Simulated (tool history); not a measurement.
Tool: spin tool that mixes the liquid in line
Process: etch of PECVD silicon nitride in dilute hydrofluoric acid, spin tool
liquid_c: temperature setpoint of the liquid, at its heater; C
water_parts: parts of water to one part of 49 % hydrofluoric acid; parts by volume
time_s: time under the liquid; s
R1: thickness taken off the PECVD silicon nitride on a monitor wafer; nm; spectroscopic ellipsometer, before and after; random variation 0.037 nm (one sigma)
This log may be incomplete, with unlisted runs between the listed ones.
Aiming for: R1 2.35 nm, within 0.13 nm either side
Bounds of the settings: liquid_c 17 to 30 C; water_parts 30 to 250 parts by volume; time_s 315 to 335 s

{"run": 1, "hour": 0.0, "liquid_c": 22, "water_parts": 140, "time_s": 315, "R1": 4.1476}
{"run": 2, "hour": 8.6, "liquid_c": 24.5, "water_parts": 140, "time_s": 315, "R1": 4.8818}
{"run": 3, "hour": 15.8, "liquid_c": 24.5, "water_parts": 180, "time_s": 315, "R1": 3.8012}
{"run": 4, "hour": 17.2, "liquid_c": 24.5, "water_parts": 180, "time_s": 335, "R1": 3.9759}
{"run": 5, "hour": 18.0, "liquid_c": 24.5, "water_parts": 180, "time_s": 335, "R1": 3.9734}
{"run": 6, "hour": 19.1, "liquid_c": 24.5, "water_parts": 180, "time_s": 315, "R1": 3.8169}
{"run": 7, "hour": 23.3, "liquid_c": 23.5, "water_parts": 180, "time_s": 315, "R1": 3.5285}
{"run": 8, "hour": 32.2, "liquid_c": 22.5, "water_parts": 180, "time_s": 315, "R1": 3.1981}
{"run": 9, "hour": 37.7, "liquid_c": 22, "water_parts": 180, "time_s": 315, "R1": 3.1615}
{"run": 10, "hour": 42.4, "liquid_c": 21.5, "water_parts": 180, "time_s": 315, "R1": 3.0812}
{"run": 11, "hour": 46.5, "liquid_c": 21, "water_parts": 180, "time_s": 315, "R1": 2.9549}
{"run": 12, "hour": 47.5, "liquid_c": 20.5, "water_parts": 180, "time_s": 315, "R1": 2.8323}
{"run": 13, "hour": 49.1, "liquid_c": 20, "water_parts": 180, "time_s": 315, "R1": 2.862}
{"run": 14, "hour": 56.8, "liquid_c": 19.5, "water_parts": 180, "time_s": 315, "R1": 2.7768}
{"run": 15, "hour": 62.3, "liquid_c": 19, "water_parts": 180, "time_s": 315, "R1": 2.6198}
{"run": 16, "hour": 70.3, "liquid_c": 19, "water_parts": 180, "time_s": 315, "R1": 2.6404}

Below are 5 possible settings for the next run. Only one of them brings all results inside the allowed miss of their targets. Which is it?
{"run": "A", "hour": 78.3, "liquid_c": 18.5, "water_parts": 190, "time_s": 315, "R1": "?"}
{"run": "B", "hour": 78.3, "liquid_c": 20.5, "water_parts": 175, "time_s": 315, "R1": "?"}
{"run": "C", "hour": 78.3, "liquid_c": 20.5, "water_parts": 195, "time_s": 315, "R1": "?"}
{"run": "D", "hour": 78.3, "liquid_c": 19, "water_parts": 165, "time_s": 335, "R1": "?"}
{"run": "E", "hour": 78.3, "liquid_c": 18, "water_parts": 165, "time_s": 315, "R1": "?"}

move=A R1=2.406
move=B R1=2.9755
move=C R1=2.6778
move=D R1=3.0328
move=E R1=2.666
A: meets every target
B: moves away from the targets compared with the last run
C: moves away from the targets compared with the last run
D: moves away from the targets compared with the last run
E: moves away from the targets compared with the last run
A meets every target.
